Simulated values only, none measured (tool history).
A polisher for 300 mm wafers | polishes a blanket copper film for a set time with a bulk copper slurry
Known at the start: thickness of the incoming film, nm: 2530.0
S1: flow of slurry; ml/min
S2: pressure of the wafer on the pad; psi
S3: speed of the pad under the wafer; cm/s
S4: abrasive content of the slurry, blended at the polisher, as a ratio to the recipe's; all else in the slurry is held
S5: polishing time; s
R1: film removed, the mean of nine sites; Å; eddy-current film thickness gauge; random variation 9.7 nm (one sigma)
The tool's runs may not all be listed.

run 1 hour=0 | S1=310 S2=3.4 S3=126 S4=1 S5=46 | R1=6695.3
run 2 hour=8.7 | S1=310 S2=2.6 S3=126 S4=1 S5=46 | R1=5410.8
run 3 hour=14.2 | S1=310 S2=2.6 S3=126 S4=1 S5=42 | R1=4978.3
run 4 hour=17.2 | S1=310 S2=2.6 S3=142 S4=1 S5=42 | R1=5556
run 5 hour=25.6 | S1=310 S2=3 S3=142 S4=1 S5=42 | R1=6224.6
run 6 hour=29.9 | S1=310 S2=3.3 S3=142 S4=1 S5=42 | R1=6658.2
run 7 hour=34.5 | S1=310 S2=3.6 S3=142 S4=1 S5=42 | R1=7188.2
run 8 hour=35.4 | S1=310 S2=3.8 S3=142 S4=1 S5=42 | R1=7480.3
run 9 hour=40.2 | S1=310 S2=4 S3=142 S4=1 S5=42 | R1=7868.5

Forecast run 10:
run 10 hour=49.2 | S1=310 S2=4.2 S3=142 S4=1 S5=42 | R1=?

{"run 10": {"R1": 8108.2}}

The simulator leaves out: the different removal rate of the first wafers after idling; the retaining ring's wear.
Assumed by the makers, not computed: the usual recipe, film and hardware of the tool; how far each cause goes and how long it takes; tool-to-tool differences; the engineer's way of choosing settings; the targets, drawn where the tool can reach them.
